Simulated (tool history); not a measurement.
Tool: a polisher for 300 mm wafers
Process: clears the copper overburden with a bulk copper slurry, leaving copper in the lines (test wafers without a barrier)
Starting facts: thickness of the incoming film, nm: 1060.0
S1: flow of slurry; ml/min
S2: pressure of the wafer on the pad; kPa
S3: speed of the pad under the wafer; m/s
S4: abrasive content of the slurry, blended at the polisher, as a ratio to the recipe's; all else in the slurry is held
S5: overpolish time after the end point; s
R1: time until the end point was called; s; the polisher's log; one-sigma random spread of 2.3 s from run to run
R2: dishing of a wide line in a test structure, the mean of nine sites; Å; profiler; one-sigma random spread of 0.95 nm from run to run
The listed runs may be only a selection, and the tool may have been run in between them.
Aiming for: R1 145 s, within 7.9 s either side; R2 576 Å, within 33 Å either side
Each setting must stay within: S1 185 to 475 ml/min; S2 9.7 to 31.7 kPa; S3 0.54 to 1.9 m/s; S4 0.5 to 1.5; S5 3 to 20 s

run,hour,S1,S2,S3,S4,S5,R1,R2
1,0,305,20.7,1.22,1,10,84.948,734.97
2,3,355,20.7,1.22,1,10,86.354,727.63
3,7.5,355,20,1.22,1,10,87.349,699.93
4,11,355,22.8,1.22,1,10,77.836,771.55
5,13.5,355,21.4,1.22,1,10,80.198,753.26
6,16.9,355,20,1.22,1,10,90.706,710.85
7,23.4,355,19.3,1.22,1,10,92.65,698.65
# hour 25.1: head pressure recalibrated
8,25.1,355,18.6,1.22,1,10,100.78,647.68
9,28.1,355,17.9,1.22,1,10,104.96,635.88
10,36.1,355,12.4,1.18,1,12,150.92,526.72

Of the 4 settings listed for the next run, only one would bring every result within its allowed miss of target. Which one?
A,44.1,420,14.5,1.1,1.05,10,?,?
B,44.1,350,14.5,1.12,1,10,?,?
C,44.1,375,12.4,1.3,0.9,13,?,?
D,44.1,395,13.1,1.2,1.15,10,?,?

move,R1,R2
A,140.48,508.8
B,141.02,507.33
C,144.61,593.27
D,139.36,507.33
A: moves away from the targets compared with the last run
B: moves away from the targets compared with the last run
C: every result within its allowed miss
D: moves away from the targets compared with the last run
Move C is the one to make.

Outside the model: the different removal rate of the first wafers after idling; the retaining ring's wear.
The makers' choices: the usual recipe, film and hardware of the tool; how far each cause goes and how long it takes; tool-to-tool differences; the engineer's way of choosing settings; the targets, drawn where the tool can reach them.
